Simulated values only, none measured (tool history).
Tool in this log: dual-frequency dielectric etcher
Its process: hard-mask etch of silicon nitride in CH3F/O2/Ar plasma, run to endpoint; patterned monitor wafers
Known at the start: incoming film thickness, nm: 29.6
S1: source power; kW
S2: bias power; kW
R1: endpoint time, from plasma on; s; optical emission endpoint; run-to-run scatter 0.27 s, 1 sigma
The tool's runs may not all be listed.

run	hour	S1	S2	R1
1	0	0.42	0.072	41.131
2	7.7	0.37	0.072	43.026
3	14.6	0.39	0.073	41.749
4	17.2	0.4	0.074	41.771
5	19.6	0.4	0.062	43.622
6	24.8	0.45	0.062	41.804
7	33.2	0.46	0.063	40.986

The next listed run, before its measurement:
8	33.8	0.47	0.064	?

{"run 8": {"R1": 41.362}}

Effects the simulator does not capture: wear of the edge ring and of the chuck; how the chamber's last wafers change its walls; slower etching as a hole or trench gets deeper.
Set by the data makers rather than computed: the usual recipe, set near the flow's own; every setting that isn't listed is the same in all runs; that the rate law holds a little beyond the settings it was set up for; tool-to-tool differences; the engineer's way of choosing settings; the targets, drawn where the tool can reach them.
